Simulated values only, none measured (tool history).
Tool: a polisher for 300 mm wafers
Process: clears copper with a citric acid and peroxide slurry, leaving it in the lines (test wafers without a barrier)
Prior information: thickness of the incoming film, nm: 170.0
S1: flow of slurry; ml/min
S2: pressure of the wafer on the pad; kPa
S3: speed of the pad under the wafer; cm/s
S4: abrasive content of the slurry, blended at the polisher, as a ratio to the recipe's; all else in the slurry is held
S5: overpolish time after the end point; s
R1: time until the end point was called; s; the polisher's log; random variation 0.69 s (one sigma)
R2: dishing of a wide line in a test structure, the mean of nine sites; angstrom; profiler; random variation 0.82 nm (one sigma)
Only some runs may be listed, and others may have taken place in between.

run  hour   S1    S2   S3    S4  S5       R1      R2
  1   0.0  215  14.5  106  1.00  27   98.625  376.15
  2   6.6  215  14.5  106  0.85  27  101.490  364.73
  3   7.3  215  14.5  106  0.85  31  102.060  421.18
  4  13.7  215  14.5  106  1.05  31   97.608  422.86
  5  20.3  215  14.5  106  0.95  31   97.622  416.32
  6  25.3  260  14.5  106  0.95  31   96.592  426.61
  7  31.1  255  15.2  106  0.95  33   91.268  463.23
  8  35.6  250  15.9  106  0.95  35   89.916  503.09
  9  41.4  250  16.5  106  0.95  36   86.931  534.63
 10  50.0  250  17.2  106  0.95  37   82.328  561.54

Run 11 has not been measured yet. What should we expect?
 11  58.7  250  17.2  106  0.95  38   ?   ?

R1: 82.448 s
R2: 570.52 angstrom
